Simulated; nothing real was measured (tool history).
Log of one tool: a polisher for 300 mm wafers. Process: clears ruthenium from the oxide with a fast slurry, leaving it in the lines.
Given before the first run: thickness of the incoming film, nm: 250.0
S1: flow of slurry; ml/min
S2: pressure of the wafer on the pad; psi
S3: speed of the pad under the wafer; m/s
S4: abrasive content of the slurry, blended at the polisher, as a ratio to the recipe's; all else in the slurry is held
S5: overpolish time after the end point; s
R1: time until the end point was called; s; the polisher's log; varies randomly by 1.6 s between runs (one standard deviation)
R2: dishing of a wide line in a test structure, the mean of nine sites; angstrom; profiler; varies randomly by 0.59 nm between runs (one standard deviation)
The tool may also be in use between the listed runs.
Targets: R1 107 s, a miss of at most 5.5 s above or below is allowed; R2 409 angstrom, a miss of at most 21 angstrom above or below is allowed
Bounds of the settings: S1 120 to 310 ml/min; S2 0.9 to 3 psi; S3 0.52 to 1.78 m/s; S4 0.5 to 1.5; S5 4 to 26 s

run 1 hour=0 | S1=200 S2=1.9 S3=1.14 S4=1 S5=13 | R1=66.638 R2=396.02
run 2 hour=5.6 | S1=200 S2=1.9 S3=1.14 S4=1.1 S5=13 | R1=66.779 R2=399.41
run 3 hour=9.4 | S1=200 S2=1.7 S3=1.14 S4=1.1 S5=14 | R1=69.753 R2=386.99
run 4 hour=11.1 | S1=235 S2=1.7 S3=1.14 S4=1.1 S5=14 | R1=67.997 R2=404.55
run 5 hour=14.1 | S1=235 S2=1.7 S3=1.04 S4=1.1 S5=14 | R1=74.973 R2=363.48
run 6 hour=16.7 | S1=225 S2=1.6 S3=1.02 S4=1.05 S5=16 | R1=79.3 R2=399.9
run 7 hour=21 | S1=225 S2=1 S3=1 S4=1.05 S5=21 | R1=113.94 R2=373.86
run 8 hour=22.8 | S1=230 S2=1 S3=1 S4=1.05 S5=21 | R1=113.25 R2=365.42

Exactly one of the 4 candidate moves below puts every result within its allowed miss. Which one?
run A hour=24.6 | S1=225 S2=0.9 S3=1.12 S4=1.1 S5=24 | R1=? R2=?
run B hour=24.6 | S1=250 S2=1.6 S3=0.78 S4=0.95 S5=22 | R1=? R2=?
run C hour=24.6 | S1=170 S2=1.2 S3=1.22 S4=0.95 S5=22 | R1=? R2=?
run D hour=24.6 | S1=235 S2=1.2 S3=1.12 S4=1 S5=22 | R1=? R2=?

move=A R1=110.7 R2=437.49
move=B R1=112.16 R2=400.34
move=C R1=94.751 R2=464.63
move=D R1=95.84 R2=460.01
A: takes the result that was furthest off past its target
B: every result lands within tolerance
C: takes the result that was furthest off past its target
D: takes the result that was furthest off past its target
Answer: B

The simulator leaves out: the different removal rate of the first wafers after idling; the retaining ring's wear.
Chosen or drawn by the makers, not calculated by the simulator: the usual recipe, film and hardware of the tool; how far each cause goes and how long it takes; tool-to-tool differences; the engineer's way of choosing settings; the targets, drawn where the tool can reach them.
